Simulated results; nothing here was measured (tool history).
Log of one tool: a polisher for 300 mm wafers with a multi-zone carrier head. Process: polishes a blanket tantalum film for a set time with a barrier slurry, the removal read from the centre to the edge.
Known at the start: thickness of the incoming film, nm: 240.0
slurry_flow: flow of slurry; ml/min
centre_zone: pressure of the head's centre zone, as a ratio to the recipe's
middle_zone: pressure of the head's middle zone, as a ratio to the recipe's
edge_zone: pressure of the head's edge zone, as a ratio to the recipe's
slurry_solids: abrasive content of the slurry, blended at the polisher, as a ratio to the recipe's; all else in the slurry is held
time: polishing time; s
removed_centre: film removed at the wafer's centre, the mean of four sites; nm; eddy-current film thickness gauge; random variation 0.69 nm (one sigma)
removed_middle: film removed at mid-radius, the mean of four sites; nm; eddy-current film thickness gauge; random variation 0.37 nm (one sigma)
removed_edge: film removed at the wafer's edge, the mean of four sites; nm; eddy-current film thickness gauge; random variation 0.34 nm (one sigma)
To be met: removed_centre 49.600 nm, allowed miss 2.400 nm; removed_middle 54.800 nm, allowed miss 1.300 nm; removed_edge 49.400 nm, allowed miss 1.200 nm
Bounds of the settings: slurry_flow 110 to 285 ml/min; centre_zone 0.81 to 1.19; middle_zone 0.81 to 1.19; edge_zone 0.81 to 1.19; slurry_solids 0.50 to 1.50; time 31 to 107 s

run   hour  slurry_flow  centre_zone  middle_zone  edge_zone  slurry_solids  time  removed_centre  removed_middle  removed_edge
  1    0.0          180         1.00         1.00       1.00           1.00    69         103.960         101.570       102.650
  2    4.2          175         0.99         1.01       0.97           0.90    63          91.694          92.067        88.878
  3   11.7          170         0.97         1.00       0.95           0.85    59          83.837          83.545        81.360
  4   19.9          165         0.95         1.00       0.93           0.80    55          72.851          76.085        73.583
  5   26.6          165         0.95         0.94       0.93           0.80    55          72.302          72.517        73.953
  6   27.6          165         0.95         0.94       0.93           0.65    55          70.665          68.012        69.773
  7   28.3          165         0.95         0.94       0.93           0.65    55          68.531          68.183        69.994
  8   32.0          165         0.94         0.95       0.91           0.60    52          65.529          63.219        64.331
  9   37.3          160         0.92         0.97       0.89           0.60    50          61.139          62.718        60.706
 10   43.7          155         0.91         0.97       0.88           0.60    49          59.338          59.990        58.873
 11   52.1          155         0.91         0.97       0.88           0.60    49          59.475          60.423        59.776
 12   54.1          155         0.90         0.98       0.87           0.60    48          58.805          58.652        57.620
 13   61.7          150         0.88         1.00       0.87           0.60    48          55.297          59.310        57.137
 14   64.1          150         0.88         1.01       0.86           0.60    47          54.552          59.681        55.416
 15   69.1          145         0.88         1.01       0.85           0.60    47          53.541          59.164        54.852
 16   77.0          145         0.88         1.01       0.85           0.60    47          55.237          58.911        55.169
 17   78.3          140         0.87         1.02       0.84           0.60    47          53.003          58.431        54.594
 18   87.1          140         0.87         1.02       0.84           0.60    46          51.335          57.510        53.244
 19   93.8          140         0.87         1.02       0.83           0.60    46          51.545          57.884        53.896
 20   95.7          130         0.92         1.05       0.81           0.50    42          47.215          51.090        44.810
 21   96.2          180         0.88         1.03       0.84           0.50    42          46.842          53.650        48.767
 22  102.9          180         0.89         1.03       0.84           0.50    42          48.894          52.840        47.856
 23  109.4          185         0.89         1.03       0.85           0.50    42          49.416          53.579        48.756

4 next moves are on the table. One of them brings every result within its allowed miss. Which?
  A  115.9          140         0.97         1.00       0.89           0.50    43               ?               ?             ?
  B  115.9          225         0.87         1.03       0.85           0.80    37               ?               ?             ?
  C  115.9          215         0.81         1.00       0.94           0.55    41               ?               ?             ?
  D  115.9          165         0.88         1.00       0.81           0.55    42               ?               ?             ?

move  removed_centre  removed_middle  removed_edge
   A          50.843          50.736        49.186
   B          50.243          55.328        50.017
   C          47.470          53.848        52.362
   D          49.235          52.739        48.515
A: further off than the last run
B: meets every target
C: brings the result that was furthest off to its target, and leaves another outside
D: further off than the last run
The right move is B.
